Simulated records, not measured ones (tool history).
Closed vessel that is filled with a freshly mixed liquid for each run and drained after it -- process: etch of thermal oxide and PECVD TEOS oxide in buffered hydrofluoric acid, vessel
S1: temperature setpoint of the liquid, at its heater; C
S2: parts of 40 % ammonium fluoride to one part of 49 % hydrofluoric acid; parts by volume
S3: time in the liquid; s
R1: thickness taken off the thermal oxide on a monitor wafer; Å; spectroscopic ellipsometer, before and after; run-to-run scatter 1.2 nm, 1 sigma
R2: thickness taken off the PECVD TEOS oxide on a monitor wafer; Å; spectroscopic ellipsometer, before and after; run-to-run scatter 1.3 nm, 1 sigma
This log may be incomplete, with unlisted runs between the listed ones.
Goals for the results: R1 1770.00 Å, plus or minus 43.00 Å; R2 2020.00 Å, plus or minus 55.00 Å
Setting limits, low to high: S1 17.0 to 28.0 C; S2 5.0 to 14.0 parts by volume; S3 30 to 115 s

run    day    S1   S2  S3       R1       R2
  1  0.000  20.0  8.5  60   605.51   681.45
  2  0.133  22.5  7.5  65   852.64   972.13
  3  0.304  24.0  6.5  70  1144.10  1308.60
  4  0.421  24.0  7.5  70   993.97  1143.80
  5  0.704  24.0  7.5  90  1285.30  1452.00
  6  0.875  25.5  7.5  90  1388.30  1586.70
  7  0.933  26.0  7.0  90  1533.30  1766.70
  8  1.275  26.5  7.0  90  1557.50  1812.40
  9  1.433  26.5  6.5  90  1684.50  1912.80

Which of these 5 next moves meets every target?
  A  1.592  25.5  7.0  100   ?   ?
  B  1.592  26.5  5.0   75   ?   ?
  C  1.592  26.0  6.5   90   ?   ?
  D  1.592  26.5  6.5   85   ?   ?
  E  1.592  23.5  5.5   90   ?   ?

move       R1       R2
   A  1661.00  1910.10
   B  1752.40  2015.30
   C  1637.60  1883.20
   D  1588.70  1826.90
   E  1650.10  1897.60
A: the biggest miss grows against the last run
B: hits every target within its allowed miss
C: the biggest miss grows against the last run
D: the biggest miss grows against the last run
E: the biggest miss grows against the last run
Go with B: it meets all targets.

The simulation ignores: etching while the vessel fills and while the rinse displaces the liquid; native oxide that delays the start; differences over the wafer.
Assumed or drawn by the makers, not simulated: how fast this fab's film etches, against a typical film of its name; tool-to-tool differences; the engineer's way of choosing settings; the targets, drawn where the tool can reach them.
